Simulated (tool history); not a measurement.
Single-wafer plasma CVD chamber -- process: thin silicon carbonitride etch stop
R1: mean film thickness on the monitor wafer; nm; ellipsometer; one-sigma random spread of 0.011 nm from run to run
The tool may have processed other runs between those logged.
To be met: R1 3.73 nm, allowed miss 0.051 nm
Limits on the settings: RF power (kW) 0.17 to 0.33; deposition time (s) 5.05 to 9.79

{"run": 1, "day": 0.0, "RF power (kW)": 0.25, "deposition time (s)": 7.42, "R1": 4.1997}
{"run": 2, "day": 0.292, "RF power (kW)": 0.25, "deposition time (s)": 8.27, "R1": 4.6973}
{"run": 3, "day": 0.379, "RF power (kW)": 0.25, "deposition time (s)": 8.66, "R1": 4.9244}
{"run": 4, "day": 0.567, "RF power (kW)": 0.24, "deposition time (s)": 8.41, "R1": 4.7093}
{"run": 5, "day": 0.796, "RF power (kW)": 0.24, "deposition time (s)": 8.84, "R1": 4.9877}
{"run": 6, "day": 0.833, "RF power (kW)": 0.22, "deposition time (s)": 8.84, "R1": 4.8096}
{"run": 7, "day": 1.204, "RF power (kW)": 0.21, "deposition time (s)": 8.62, "R1": 4.632}
{"day": 1.4, "done": "RF generator calibrated"}
{"run": 8, "day": 1.4, "RF power (kW)": 0.205, "deposition time (s)": 8.41, "R1": 4.597}
{"run": 9, "day": 1.483, "RF power (kW)": 0.2, "deposition time (s)": 8.13, "R1": 4.4247}
{"run": 10, "day": 1.738, "RF power (kW)": 0.195, "deposition time (s)": 7.9, "R1": 4.2756}
{"run": 11, "day": 1.846, "RF power (kW)": 0.19, "deposition time (s)": 7.73, "R1": 4.1426}
{"run": 12, "day": 1.917, "RF power (kW)": 0.17, "deposition time (s)": 7.01, "R1": 3.632}
{"run": 13, "day": 2.196, "RF power (kW)": 0.175, "deposition time (s)": 7.02, "R1": 3.6439}

5 next moves are on the table. One of them brings every result within its allowed miss. Which?
{"run": "A", "day": 2.475, "RF power (kW)": 0.18, "deposition time (s)": 7.34, "R1": "?"}
{"run": "B", "day": 2.475, "RF power (kW)": 0.17, "deposition time (s)": 7, "R1": "?"}
{"run": "C", "day": 2.475, "RF power (kW)": 0.17, "deposition time (s)": 6.97, "R1": "?"}
{"run": "D", "day": 2.475, "RF power (kW)": 0.17, "deposition time (s)": 7.26, "R1": "?"}
{"run": "E", "day": 2.475, "RF power (kW)": 0.19, "deposition time (s)": 7.13, "R1": "?"}

move=A R1=3.8432
move=B R1=3.5985
move=C R1=3.5831
move=D R1=3.7321
move=E R1=3.7983
A: pushes the last run's worst result past its target
B: further off than the last run
C: further off than the last run
D: all results in spec
E: pushes the last run's worst result past its target
Go with D: it meets all targets.
